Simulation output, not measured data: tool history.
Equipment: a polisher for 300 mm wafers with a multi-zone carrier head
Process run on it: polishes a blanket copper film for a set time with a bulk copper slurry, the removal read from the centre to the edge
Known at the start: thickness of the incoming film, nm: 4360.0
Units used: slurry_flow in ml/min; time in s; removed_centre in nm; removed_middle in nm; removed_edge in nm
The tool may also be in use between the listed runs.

run    day  slurry_flow  centre_zone  middle_zone  edge_zone  slurry_solids  time  removed_centre  removed_middle  removed_edge
  1  0.000          145         1.00         1.00       1.00           1.00    70          1020.1          991.85        1031.0
  2  0.292          155         1.01         1.03       1.02           1.10    71          1090.8         1061.40        1076.6
  3  0.650          185         1.01         1.03       1.02           1.10    71          1148.0         1086.60        1115.1
  4  0.908          185         1.01         1.08       1.02           1.10    71          1118.9         1124.80        1133.3
  5  0.950          215         1.01         1.08       1.02           1.10    71          1164.0         1159.80        1096.6
  6  1.204          215         1.01         1.10       1.02           1.15    72          1195.4         1194.10        1151.9
  7  1.546          215         1.01         1.11       1.01           1.20    73          1213.6         1243.10        1150.9
  8  1.583          215         1.01         1.12       1.02           1.25    74          1264.3         1273.10        1159.5
  9  1.617          210         1.00         1.13       1.04           1.25    76          1239.6         1314.30        1220.6

Expected results for the next run?
 10  1.817          210         1.01         1.14       1.05           1.30    77               ?               ?             ?

Run 10 came out at removed_centre 1304.5 nm, removed_middle 1356.80 nm, removed_edge 1242.2 nm.
